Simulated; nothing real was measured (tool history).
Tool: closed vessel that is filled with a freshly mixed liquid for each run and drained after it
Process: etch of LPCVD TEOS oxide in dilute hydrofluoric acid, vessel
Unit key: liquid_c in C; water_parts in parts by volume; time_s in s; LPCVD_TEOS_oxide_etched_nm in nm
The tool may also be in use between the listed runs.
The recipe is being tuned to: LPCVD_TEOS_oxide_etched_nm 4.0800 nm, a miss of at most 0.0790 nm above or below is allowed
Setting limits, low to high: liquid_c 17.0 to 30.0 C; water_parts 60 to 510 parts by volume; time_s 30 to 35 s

| run | hour | liquid_c | water_parts | time_s | LPCVD_TEOS_oxide_etched_nm |
|---|---|---|---|---|---|
| 1 | 0.0 | 22.0 | 285 | 35 | 4.9854 |
| 2 | 2.0 | 22.0 | 380 | 35 | 3.4159 |
| 3 | 11.2 | 23.5 | 380 | 35 | 3.5672 |
| 4 | 12.5 | 24.5 | 380 | 35 | 3.7161 |
| 5 | 20.9 | 24.5 | 380 | 30 | 3.1847 |
| 6 | 27.3 | 21.0 | 380 | 30 | 2.8323 |
| 7 | 28.8 | 23.5 | 380 | 30 | 3.0683 |
| 8 | 36.5 | 23.5 | 380 | 30 | 3.0827 |
| 9 | 38.0 | 25.5 | 375 | 30 | 3.3366 |
| 10 | 44.4 | 26.5 | 370 | 30 | 3.5249 |
| 11 | 46.8 | 27.5 | 365 | 30 | 3.7428 |
| 12 | 53.8 | 28.0 | 365 | 30 | 3.7745 |
| 13 | 56.0 | 28.5 | 365 | 30 | 3.8024 |
| 14 | 61.1 | 29.0 | 360 | 30 | 3.9327 |

Exercise: of the 4 proposed moves below, exactly one satisfies all targets within the stated allowed misses. Which move is it?
| A | 66.2 | 30.0 | 360 | 30 | ? |
| B | 66.2 | 28.5 | 360 | 30 | ? |
| C | 66.2 | 26.5 | 380 | 35 | ? |
| D | 66.2 | 29.0 | 365 | 30 | ? |

| move | LPCVD_TEOS_oxide_etched_nm |
|---|---|
| A | 4.0891 |
| B | 3.9016 |
| C | 3.9675 |
| D | 3.8894 |
A: hits every target within its allowed miss
B: further off than the last run
C: an improvement on the last run, though not all results are within tolerance
D: further off than the last run
Go with A: it meets all targets.

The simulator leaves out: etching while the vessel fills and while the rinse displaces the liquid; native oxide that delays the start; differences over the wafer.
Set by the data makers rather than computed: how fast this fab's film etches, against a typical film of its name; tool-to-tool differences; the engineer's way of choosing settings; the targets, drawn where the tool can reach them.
